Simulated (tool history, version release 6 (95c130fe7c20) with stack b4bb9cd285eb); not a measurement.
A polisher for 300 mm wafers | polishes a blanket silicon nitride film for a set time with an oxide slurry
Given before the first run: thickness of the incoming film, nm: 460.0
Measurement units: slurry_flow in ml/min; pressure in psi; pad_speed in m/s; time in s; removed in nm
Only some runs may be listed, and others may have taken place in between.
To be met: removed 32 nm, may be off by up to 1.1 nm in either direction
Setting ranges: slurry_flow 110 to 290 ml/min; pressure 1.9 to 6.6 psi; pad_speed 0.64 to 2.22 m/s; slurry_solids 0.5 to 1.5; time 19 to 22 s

run    day  slurry_flow  pressure  pad_speed  slurry_solids  time  removed
  1      0          185       4.2       1.42              1    22   25.149
  2  0.333          190       4.4       1.42              1    22   25.982
  3  0.417          190       4.6       1.42              1    22   27.898
  4  0.567          190       4.7       1.42              1    22   27.645
  5  0.733          190       4.7       1.42            1.1    22   29.157
  6  0.842          190       4.7       1.42            1.1    22   29.739
  7  1.112          190       4.8       1.42            1.1    22   30.339
  8  1.188          190       4.9       1.42            1.1    22   30.764

Which single option among these 4 for the next run brings every result within its allowed miss of target? Just one does.
  A  1.262          200       5.2       1.34            1.2    22        ?
  B  1.262          200       4.8       1.48              1    21        ?
  C  1.262          185       5.2       1.56           1.15    22        ?
  D  1.262          175       4.9        1.8              1    22        ?

move  removed
   A   31.659
   B   27.825
   C   34.685
   D   34.074
A: in spec on every target
B: the biggest miss grows against the last run
C: carries the result that was furthest off beyond its target, to the other side
D: carries the result that was furthest off beyond its target, to the other side
Answer: A

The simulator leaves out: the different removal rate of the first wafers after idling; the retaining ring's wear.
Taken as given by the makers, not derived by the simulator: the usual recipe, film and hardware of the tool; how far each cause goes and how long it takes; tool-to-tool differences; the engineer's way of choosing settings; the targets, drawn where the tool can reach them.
